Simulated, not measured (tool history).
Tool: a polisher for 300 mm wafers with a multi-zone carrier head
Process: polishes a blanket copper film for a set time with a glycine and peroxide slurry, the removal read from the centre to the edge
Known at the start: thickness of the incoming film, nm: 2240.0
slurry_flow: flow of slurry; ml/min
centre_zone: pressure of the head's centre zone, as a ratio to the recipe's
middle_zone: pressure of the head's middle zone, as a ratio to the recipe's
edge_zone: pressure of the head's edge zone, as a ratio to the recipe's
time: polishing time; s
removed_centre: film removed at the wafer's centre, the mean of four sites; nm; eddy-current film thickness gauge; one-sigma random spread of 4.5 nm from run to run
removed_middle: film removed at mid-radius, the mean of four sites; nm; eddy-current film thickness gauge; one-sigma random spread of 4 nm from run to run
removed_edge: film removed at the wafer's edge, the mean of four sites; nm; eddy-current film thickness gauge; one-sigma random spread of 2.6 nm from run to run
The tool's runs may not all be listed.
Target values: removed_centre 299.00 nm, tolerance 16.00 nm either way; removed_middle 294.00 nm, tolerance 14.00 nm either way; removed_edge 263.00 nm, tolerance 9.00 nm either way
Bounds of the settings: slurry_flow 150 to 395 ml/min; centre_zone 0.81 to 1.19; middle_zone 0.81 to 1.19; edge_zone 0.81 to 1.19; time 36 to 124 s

| run | day | slurry_flow | centre_zone | middle_zone | edge_zone | time | removed_centre | removed_middle | removed_edge |
|---|---|---|---|---|---|---|---|---|---|
| 1 | 0.000 | 250 | 1.00 | 1.00 | 1.00 | 79 | 376.10 | 427.12 | 423.61 |
| 2 | 0.333 | 255 | 1.05 | 1.01 | 0.95 | 69 | 334.82 | 375.07 | 356.93 |
| 3 | 0.500 | 265 | 1.09 | 1.00 | 0.91 | 64 | 331.21 | 341.91 | 325.81 |
| 4 | 0.754 | 265 | 1.11 | 1.01 | 0.88 | 61 | 322.21 | 327.48 | 303.55 |
| 5 | 0.912 | 265 | 1.11 | 0.97 | 0.88 | 61 | 319.31 | 320.04 | 309.64 |
| 6 | 0.996 | 265 | 1.11 | 1.03 | 0.88 | 61 | 321.86 | 339.20 | 311.59 |
| 7 | 1.362 | 265 | 1.13 | 1.03 | 0.86 | 58 | 310.69 | 316.35 | 290.72 |
| 8 | 1.500 | 260 | 1.14 | 1.04 | 0.84 | 57 | 307.05 | 308.14 | 280.48 |
| 9 | 1.596 | 250 | 1.15 | 1.05 | 0.83 | 56 | 310.33 | 310.31 | 273.27 |

Exercise: of the 5 proposed moves below, exactly one satisfies all targets within the stated allowed misses. Which move is it?
| A | 1.692 | 265 | 1.10 | 0.95 | 0.90 | 56 | ? | ? | ? |
| B | 1.692 | 245 | 1.04 | 0.96 | 0.91 | 57 | ? | ? | ? |
| C | 1.692 | 255 | 1.18 | 1.03 | 0.81 | 58 | ? | ? | ? |
| D | 1.692 | 340 | 1.16 | 1.02 | 0.83 | 52 | ? | ? | ? |
| E | 1.692 | 250 | 1.16 | 1.13 | 0.81 | 54 | ? | ? | ? |

| move | removed_centre | removed_middle | removed_edge |
|---|---|---|---|
| A | 287.48 | 285.88 | 289.16 |
| B | 273.46 | 290.58 | 293.62 |
| C | 318.23 | 313.72 | 284.41 |
| D | 290.00 | 287.75 | 263.78 |
| E | 290.58 | 313.55 | 263.98 |
A: corrects the largest miss of the last run, while another result sits out of spec
B: corrects the largest miss of the last run, while another result sits out of spec
C: misses by more than the last run did
D: all results in spec
E: misses by more than the last run did
The move that meets every target is D.

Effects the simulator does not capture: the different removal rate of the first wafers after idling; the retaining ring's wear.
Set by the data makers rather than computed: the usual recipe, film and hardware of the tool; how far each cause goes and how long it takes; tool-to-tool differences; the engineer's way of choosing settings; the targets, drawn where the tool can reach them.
